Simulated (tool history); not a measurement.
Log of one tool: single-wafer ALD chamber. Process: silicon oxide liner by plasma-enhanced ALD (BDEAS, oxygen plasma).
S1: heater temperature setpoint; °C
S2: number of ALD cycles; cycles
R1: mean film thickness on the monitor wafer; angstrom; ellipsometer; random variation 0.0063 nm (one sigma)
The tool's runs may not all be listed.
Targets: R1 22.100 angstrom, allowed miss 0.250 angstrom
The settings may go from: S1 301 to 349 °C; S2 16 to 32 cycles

run	day	S1	S2	R1
1	0.000	325	24	20.502
2	0.267	323	24	20.382
3	0.479	323	22	18.700
4	0.638	316	22	18.888
5	0.979	315	23	19.838
6	1.312	313	24	20.722
# day 1.354: thermocouple changed; heater temperature recalibrated
7	1.354	312	24	20.703
8	1.471	311	24	20.477
9	1.721	311	24	20.587
10	2.092	311	25	21.466

4 next moves are on the table. One of them brings every result within its allowed miss. Which?
A	2.462	301	24	?
B	2.462	304	26	?
C	2.462	318	26	?
D	2.462	301	25	?

move	R1
A	20.908
B	22.567
C	22.175
D	21.780
A: further off than the last run
B: takes the result that was furthest off past its target
C: meets every target
D: nearer than the last run, and not there yet
Move C is the one to make.
